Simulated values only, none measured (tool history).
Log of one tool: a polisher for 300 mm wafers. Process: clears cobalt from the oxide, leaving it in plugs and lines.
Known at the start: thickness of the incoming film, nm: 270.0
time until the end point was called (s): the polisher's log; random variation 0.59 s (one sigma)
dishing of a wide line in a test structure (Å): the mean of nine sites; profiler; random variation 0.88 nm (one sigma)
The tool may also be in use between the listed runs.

| run | hour | flow of slurry (ml/min) | pressure of the wafer on the pad (psi) | speed of the pad under the wafer (cm/s) | overpolish time after the end point (s) | time until the end point was called (s) | dishing of a wide line in a test structure (Å) |
|---|---|---|---|---|---|---|---|
| 1 | 0 | 175 | 1.9 | 84 | 27 | 55.728 | 599.54 |
| 2 | 7.8 | 175 | 1.9 | 84 | 20 | 55.65 | 521.84 |
| 3 | 14.7 | 175 | 1.9 | 76 | 20 | 61.014 | 474.09 |
| 4 | 15.9 | 175 | 2.1 | 76 | 20 | 55.102 | 507.34 |
| 5 | 23.4 | 175 | 2.1 | 76 | 17 | 55.873 | 500.81 |
| 6 | 25.1 | 175 | 2.1 | 86 | 17 | 49.103 | 518.05 |

Run 7 comes next. What will it give?
| 7 | 33.5 | 175 | 2 | 86 | 14 | ? | ? |

{"run 7": {"time until the end point was called (s)": 51.764, "dishing of a wide line in a test structure (Å)": 438.9}}

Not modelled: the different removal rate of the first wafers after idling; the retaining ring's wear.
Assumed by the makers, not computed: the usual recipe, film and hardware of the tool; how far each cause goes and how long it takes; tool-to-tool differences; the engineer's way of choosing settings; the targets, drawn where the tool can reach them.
